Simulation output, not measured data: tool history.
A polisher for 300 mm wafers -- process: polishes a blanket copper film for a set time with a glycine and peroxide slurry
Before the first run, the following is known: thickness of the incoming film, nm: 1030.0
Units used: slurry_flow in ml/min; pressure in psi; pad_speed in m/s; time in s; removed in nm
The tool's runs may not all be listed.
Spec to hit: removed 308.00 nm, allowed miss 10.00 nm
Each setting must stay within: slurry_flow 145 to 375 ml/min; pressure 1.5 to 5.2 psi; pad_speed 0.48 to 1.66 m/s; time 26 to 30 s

run    day  slurry_flow  pressure  pad_speed  time  removed
  1  0.000          240       3.3       1.06    30   218.78
  2  0.183          280       3.3       1.06    30   221.31
  3  0.217          280       3.3       1.22    30   244.60
  4  0.250          280       3.5       1.22    30   258.35
  5  0.421          280       3.7       1.22    30   270.35
  6  0.483          280       3.8       1.22    30   274.99
  7  0.650          280       3.9       1.22    30   278.21
  8  0.750          280       4.0       1.22    30   287.74
  9  0.904          280       4.1       1.22    30   290.58

Pick the move, out of 4, that brings all results within their allowed miss; only one does.
  A  1.058          245       4.3       1.30    29        ?
  B  1.058          280       4.0       1.26    29        ?
  C  1.058          280       4.2       1.34    26        ?
  D  1.058          275       3.8       1.24    30        ?

move  removed
   A   306.48
   B   285.37
   C   278.83
   D   278.52
A: all results in spec
B: misses by more than the last run did
C: misses by more than the last run did
D: misses by more than the last run did
The right move is A.
